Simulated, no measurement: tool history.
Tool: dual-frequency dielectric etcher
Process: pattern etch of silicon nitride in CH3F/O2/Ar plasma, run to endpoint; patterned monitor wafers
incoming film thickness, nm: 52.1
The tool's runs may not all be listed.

| run | hour | source power (W) | bias power (W) | endpoint time (s) |
|---|---|---|---|---|
| 1 | 0.0 | 370 | 79 | 73.683 |
| 2 | 6.3 | 370 | 66 | 80.088 |
| 3 | 7.2 | 400 | 66 | 76.686 |
| 4 | 16.2 | 400 | 71 | 74.211 |
| 5 | 22.2 | 370 | 67 | 78.574 |
| 6 | 26.0 | 340 | 63 | 82.931 |
| 7 | 27.1 | 320 | 60 | 88.023 |
|  | 33.7 | wet clean of the chamber |
| 8 | 33.7 | 300 | 58 | 94.921 |
| 9 | 35.0 | 290 | 58 | 96.994 |
| 10 | 39.2 | 280 | 58 | 97.394 |

The next listed run, before its measurement:
| 11 | 44.4 | 270 | 58 | ? |

endpoint time (s): 99.124
